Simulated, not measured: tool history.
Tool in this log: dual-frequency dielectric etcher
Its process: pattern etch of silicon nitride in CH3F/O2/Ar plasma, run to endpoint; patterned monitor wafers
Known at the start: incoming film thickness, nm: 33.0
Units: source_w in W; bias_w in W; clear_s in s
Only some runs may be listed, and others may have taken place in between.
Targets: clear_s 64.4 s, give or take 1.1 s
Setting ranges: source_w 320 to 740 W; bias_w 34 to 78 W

| run | hour | source_w | bias_w | clear_s |
|---|---|---|---|---|
| 1 | 0 | 530 | 56 | 51.921 |
| 2 | 0.9 | 530 | 65 | 48.84 |
| 3 | 5.8 | 530 | 74 | 46.233 |
| 4 | 9.8 | 530 | 78 | 45.429 |
| 5 | 11.3 | 500 | 73 | 48.016 |
| 6 | 13.8 | 470 | 70 | 50.396 |
| 7 | 18.7 | 450 | 67 | 52.986 |
| 8 | 19.2 | 430 | 66 | 55.135 |
| 9 | 21 | 410 | 66 | 56.545 |
| 10 | 23.4 | 320 | 56 | 71.921 |
|  | 26.5 | source power generator calibrated |
| 11 | 26.5 | 330 | 56 | 68.43 |
| 12 | 28.8 | 340 | 56 | 67.071 |
| 13 | 31.5 | 390 | 57 | 60.269 |
| 14 | 33.6 | 340 | 57 | 66.996 |

Exercise: of the 4 proposed moves below, exactly one satisfies all targets within the stated allowed misses. Which move is it?
| A | 35.7 | 330 | 52 | ? |
| B | 35.7 | 350 | 49 | ? |
| C | 35.7 | 340 | 61 | ? |
| D | 35.7 | 330 | 55 | ? |

| move | clear_s |
|---|---|
| A | 71.054 |
| B | 69.725 |
| C | 65.064 |
| D | 69.425 |
A: the biggest miss grows against the last run
B: the biggest miss grows against the last run
C: hits every target within its allowed miss
D: the biggest miss grows against the last run
C meets every target.
